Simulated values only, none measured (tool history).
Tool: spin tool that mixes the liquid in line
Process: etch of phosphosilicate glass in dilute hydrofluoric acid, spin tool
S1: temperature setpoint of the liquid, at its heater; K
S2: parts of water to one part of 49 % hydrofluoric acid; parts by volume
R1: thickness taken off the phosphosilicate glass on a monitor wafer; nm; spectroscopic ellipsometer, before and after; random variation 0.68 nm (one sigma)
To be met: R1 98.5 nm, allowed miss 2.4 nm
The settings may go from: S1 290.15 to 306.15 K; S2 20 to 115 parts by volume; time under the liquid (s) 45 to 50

Run 1, day 0: S1 298.15 K, S2 65 parts by volume, time under the liquid (s) 45. Result: R1 84.76 nm.
Run 2, day 0.1: S1 298.65 K, S2 65 parts by volume, time under the liquid (s) 45. Result: R1 85.373 nm.
Run 3, day 0.246: S1 298.65 K, S2 85 parts by volume, time under the liquid (s) 45. Result: R1 64.261 nm.
Run 4, day 0.333: S1 299.65 K, S2 85 parts by volume, time under the liquid (s) 45. Result: R1 66.162 nm.
Run 5, day 0.438: S1 299.65 K, S2 85 parts by volume, time under the liquid (s) 45. Result: R1 66.316 nm.
Run 6, day 0.808: S1 299.65 K, S2 75 parts by volume, time under the liquid (s) 45. Result: R1 75.874 nm.
Run 7, day 1.046: S1 300.65 K, S2 75 parts by volume, time under the liquid (s) 45. Result: R1 79.588 nm.
Run 8, day 1.304: S1 301.65 K, S2 75 parts by volume, time under the liquid (s) 45. Result: R1 81.766 nm.
Run 9, day 1.388: S1 302.15 K, S2 75 parts by volume, time under the liquid (s) 45. Result: R1 84.228 nm.
Run 10, day 1.729: S1 302.65 K, S2 75 parts by volume, time under the liquid (s) 45. Result: R1 84.989 nm.
Run 11, day 2.067: S1 303.15 K, S2 75 parts by volume, time under the liquid (s) 45. Result: R1 88.381 nm.
Run 12, day 2.342: S1 303.65 K, S2 75 parts by volume, time under the liquid (s) 45. Result: R1 89.87 nm.
Run 13, day 2.462: S1 304.15 K, S2 75 parts by volume, time under the liquid (s) 45. Result: R1 91.059 nm.
Run 14, day 2.579: S1 304.65 K, S2 75 parts by volume, time under the liquid (s) 45. Result: R1 92.512 nm.

Which of these 4 next moves meets every target?
Run A, day 2.696: S1 304.15 K, S2 75 parts by volume, time under the liquid (s) 45. Result: R1 ?.
Run B, day 2.696: S1 306.15 K, S2 75 parts by volume, time under the liquid (s) 45. Result: R1 ?.
Run C, day 2.696: S1 301.65 K, S2 75 parts by volume, time under the liquid (s) 50. Result: R1 ?.
Run D, day 2.696: S1 304.65 K, S2 75 parts by volume, time under the liquid (s) 50. Result: R1 ?.

move      R1
   A  90.358
   B  97.429
   C  91.203
   D  102.32
A: further off than the last run
B: meets every target
C: further off than the last run
D: takes the result that was furthest off past its target
Move B is the one to make.

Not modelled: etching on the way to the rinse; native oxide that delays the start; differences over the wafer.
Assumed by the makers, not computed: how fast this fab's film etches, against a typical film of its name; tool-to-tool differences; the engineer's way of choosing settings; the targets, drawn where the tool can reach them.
